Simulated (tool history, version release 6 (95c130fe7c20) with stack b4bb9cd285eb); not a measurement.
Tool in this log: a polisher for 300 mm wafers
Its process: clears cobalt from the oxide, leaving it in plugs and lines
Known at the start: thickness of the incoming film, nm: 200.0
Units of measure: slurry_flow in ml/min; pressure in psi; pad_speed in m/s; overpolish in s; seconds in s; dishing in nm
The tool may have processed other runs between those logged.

| run | day | slurry_flow | pressure | pad_speed | overpolish | seconds | dishing |
|---|---|---|---|---|---|---|---|
| 1 | 0.000 | 240 | 1.5 | 1.00 | 20 | 58.188 | 44.571 |
| 2 | 0.192 | 240 | 1.5 | 1.00 | 21 | 58.224 | 46.352 |
| 3 | 0.475 | 240 | 1.5 | 1.00 | 24 | 57.375 | 50.229 |
| 4 | 0.662 | 295 | 1.5 | 1.00 | 24 | 56.625 | 49.959 |
| 5 | 0.842 | 295 | 1.5 | 0.88 | 24 | 64.087 | 46.384 |
| 6 | 1.188 | 295 | 1.8 | 0.88 | 24 | 52.791 | 51.155 |

Forecast run 7:
| 7 | 1.267 | 295 | 1.8 | 0.88 | 25 | ? | ? |

seconds: 53.779 s
dishing: 53.166 nm
